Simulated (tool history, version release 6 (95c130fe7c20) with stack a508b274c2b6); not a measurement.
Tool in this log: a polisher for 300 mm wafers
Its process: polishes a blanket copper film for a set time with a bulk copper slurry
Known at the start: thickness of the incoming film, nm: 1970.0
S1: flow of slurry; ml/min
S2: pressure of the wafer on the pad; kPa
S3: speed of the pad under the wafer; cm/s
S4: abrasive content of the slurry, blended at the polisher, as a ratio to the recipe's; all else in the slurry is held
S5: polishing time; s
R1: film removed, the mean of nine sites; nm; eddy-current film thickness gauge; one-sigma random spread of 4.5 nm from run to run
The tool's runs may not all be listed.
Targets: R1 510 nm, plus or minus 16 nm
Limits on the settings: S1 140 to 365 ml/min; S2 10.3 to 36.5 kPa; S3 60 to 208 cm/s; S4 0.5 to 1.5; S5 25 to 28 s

run  hour   S1    S2   S3  S4  S5      R1
  1     0  235  23.4  134   1  28  394.14
  2   8.6  235  24.8  134   1  28  412.84
  3  12.7  200  24.8  134   1  28  407.42
  4  15.2  180  24.8  134   1  28  396.18
  5  23.7  220  24.8  134   1  28  409.11
  6  25.3  225  25.5  134   1  28  425.79
  7  30.7  235  26.2  134   1  28  438.31
  8  34.5  240  26.9  134   1  28  452.75
  9  36.5  245  27.6  134   1  28  451.48
 10  43.3  245  28.3  134   1  28  482.22

4 next moves are on the table. One of them brings every result within its allowed miss. Which?
  A  50.1  245    29  150  0.9  25   ?
  B  50.1  225  28.3  132  1.1  28   ?
  C  50.1  240  29.6  136  0.9  27   ?
  D  50.1  230  34.5  132  0.9  26   ?

move      R1
   A  470.68
   B  477.61
   C  475.24
   D  513.73
A: misses by more than the last run did
B: misses by more than the last run did
C: misses by more than the last run did
D: all results land within tolerance of their targets
Correct choice: D, which meets every target
